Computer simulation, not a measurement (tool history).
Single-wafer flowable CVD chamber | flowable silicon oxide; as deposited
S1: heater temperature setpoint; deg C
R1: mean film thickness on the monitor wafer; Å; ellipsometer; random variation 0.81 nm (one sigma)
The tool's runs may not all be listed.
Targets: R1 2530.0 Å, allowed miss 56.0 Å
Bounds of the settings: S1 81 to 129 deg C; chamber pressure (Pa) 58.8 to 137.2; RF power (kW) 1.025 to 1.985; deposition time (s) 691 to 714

Run 1, hour 0.0: S1 105 deg C, chamber pressure (Pa) 98.0, RF power (kW) 1.505, deposition time (s) 691. Result: R1 3178.8 Å.
Run 2, hour 3.2: S1 97 deg C, chamber pressure (Pa) 98.0, RF power (kW) 1.505, deposition time (s) 691. Result: R1 4292.4 Å.
Run 3, hour 10.1: S1 99 deg C, chamber pressure (Pa) 98.0, RF power (kW) 1.505, deposition time (s) 691. Result: R1 3976.4 Å.
Run 4, hour 11.8: S1 107 deg C, chamber pressure (Pa) 98.0, RF power (kW) 1.505, deposition time (s) 691. Result: R1 2941.5 Å.
Run 5, hour 18.7: S1 109 deg C, chamber pressure (Pa) 98.0, RF power (kW) 1.505, deposition time (s) 691. Result: R1 2741.2 Å.
Run 6, hour 25.8: S1 109 deg C, chamber pressure (Pa) 114.8, RF power (kW) 1.505, deposition time (s) 691. Result: R1 3186.4 Å.
Run 7, hour 34.6: S1 110 deg C, chamber pressure (Pa) 114.8, RF power (kW) 1.505, deposition time (s) 691. Result: R1 3093.1 Å.
Run 8, hour 42.4: S1 111 deg C, chamber pressure (Pa) 114.8, RF power (kW) 1.505, deposition time (s) 691. Result: R1 2976.2 Å.

4 next moves are on the table. One of them brings every result within its allowed miss. Which?
Run A, hour 50.2: S1 111 deg C, chamber pressure (Pa) 95.9, RF power (kW) 1.540, deposition time (s) 691. Result: R1 ?.
Run B, hour 50.2: S1 109 deg C, chamber pressure (Pa) 115.1, RF power (kW) 1.470, deposition time (s) 712. Result: R1 ?.
Run C, hour 50.2: S1 113 deg C, chamber pressure (Pa) 114.0, RF power (kW) 1.530, deposition time (s) 691. Result: R1 ?.
Run D, hour 50.2: S1 110 deg C, chamber pressure (Pa) 103.7, RF power (kW) 1.500, deposition time (s) 691. Result: R1 ?.

move      R1
   A  2507.2
   B  3237.4
   C  2755.8
   D  2768.4
A: meets every target
B: further off than the last run
C: nearer than the last run, and not there yet
D: nearer than the last run, and not there yet
Move A is the one to make.
